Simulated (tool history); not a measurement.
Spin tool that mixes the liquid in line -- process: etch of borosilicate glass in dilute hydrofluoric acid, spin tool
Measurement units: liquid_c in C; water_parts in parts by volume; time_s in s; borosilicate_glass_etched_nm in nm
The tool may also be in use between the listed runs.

run 1 day=0.000 | liquid_c=22 water_parts=195 time_s=70 | borosilicate_glass_etched_nm=11.3580
run 2 day=0.204 | liquid_c=22 water_parts=155 time_s=70 | borosilicate_glass_etched_nm=14.7110
run 3 day=0.579 | liquid_c=22 water_parts=215 time_s=70 | borosilicate_glass_etched_nm=9.9890
run 4 day=0.917 | liquid_c=25 water_parts=215 time_s=70 | borosilicate_glass_etched_nm=11.3240
run 5 day=1.150 | liquid_c=25 water_parts=280 time_s=70 | borosilicate_glass_etched_nm=8.0317
run 6 day=1.350 | liquid_c=25 water_parts=280 time_s=70 | borosilicate_glass_etched_nm=8.0962

Estimate the outcome of run 7 from the log above:
run 7 day=1.508 | liquid_c=29 water_parts=200 time_s=70 | borosilicate_glass_etched_nm=?

Run 7 yielded borosilicate_glass_etched_nm 14.1150 nm.

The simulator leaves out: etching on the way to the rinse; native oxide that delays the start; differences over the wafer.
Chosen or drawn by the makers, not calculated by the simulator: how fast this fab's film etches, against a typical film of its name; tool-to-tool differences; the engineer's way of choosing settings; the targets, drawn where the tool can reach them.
